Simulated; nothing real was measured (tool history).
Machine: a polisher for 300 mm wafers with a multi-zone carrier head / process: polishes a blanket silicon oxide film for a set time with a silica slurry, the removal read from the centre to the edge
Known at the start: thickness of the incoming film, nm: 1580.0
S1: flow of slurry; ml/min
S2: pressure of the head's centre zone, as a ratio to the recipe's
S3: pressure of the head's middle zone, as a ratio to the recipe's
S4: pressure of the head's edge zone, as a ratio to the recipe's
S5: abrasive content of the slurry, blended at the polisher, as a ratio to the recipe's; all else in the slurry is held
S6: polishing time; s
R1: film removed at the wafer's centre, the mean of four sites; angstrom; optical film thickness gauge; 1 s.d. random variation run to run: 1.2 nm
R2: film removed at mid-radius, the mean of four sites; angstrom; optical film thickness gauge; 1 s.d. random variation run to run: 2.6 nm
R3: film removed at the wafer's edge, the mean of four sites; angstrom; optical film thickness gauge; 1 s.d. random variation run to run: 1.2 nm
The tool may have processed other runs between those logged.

{"run": 1, "hour": 0.0, "S1": 170, "S2": 1.0, "S3": 1.0, "S4": 1.0, "S5": 1.0, "S6": 68, "R1": 1468.8, "R2": 1595.2, "R3": 1646.0}
{"run": 2, "hour": 1.8, "S1": 170, "S2": 1.0, "S3": 1.0, "S4": 1.06, "S5": 1.0, "S6": 68, "R1": 1463.6, "R2": 1582.3, "R3": 1684.7}
{"run": 3, "hour": 6.9, "S1": 190, "S2": 1.03, "S3": 1.01, "S4": 1.07, "S5": 1.0, "S6": 68, "R1": 1525.6, "R2": 1642.3, "R3": 1724.5}
{"run": 4, "hour": 15.4, "S1": 190, "S2": 1.03, "S3": 1.01, "S4": 1.1, "S5": 1.0, "S6": 68, "R1": 1539.2, "R2": 1574.1, "R3": 1752.9}
{"run": 5, "hour": 19.8, "S1": 190, "S2": 1.03, "S3": 1.01, "S4": 1.06, "S5": 1.0, "S6": 68, "R1": 1527.4, "R2": 1619.9, "R3": 1691.6}
{"run": 6, "hour": 24.2, "S1": 205, "S2": 1.03, "S3": 1.01, "S4": 1.06, "S5": 1.0, "S6": 68, "R1": 1561.1, "R2": 1676.8, "R3": 1710.6}
{"run": 7, "hour": 25.4, "S1": 215, "S2": 1.05, "S3": 1.02, "S4": 1.08, "S5": 1.0, "S6": 68, "R1": 1592.7, "R2": 1680.6, "R3": 1759.9}
{"run": 8, "hour": 31.8, "S1": 225, "S2": 1.07, "S3": 1.03, "S4": 1.08, "S5": 1.0, "S6": 68, "R1": 1613.5, "R2": 1726.0, "R3": 1750.6}
{"run": 9, "hour": 40.6, "S1": 230, "S2": 1.09, "S3": 1.03, "S4": 1.09, "S5": 1.0, "S6": 68, "R1": 1641.4, "R2": 1689.6, "R3": 1762.3}

For run 10, what comes out?
{"hour": 45.3, "done": "centre zone pressure recalibrated"}
{"run": 10, "hour": 45.3, "S1": 255, "S2": 1.14, "S3": 1.1, "S4": 1.11, "S5": 1.05, "S6": 68, "R1": "?", "R2": "?", "R3": "?"}

{"run 10": {"R1": 1936.6, "R2": 1841.3, "R3": 1832.0}}
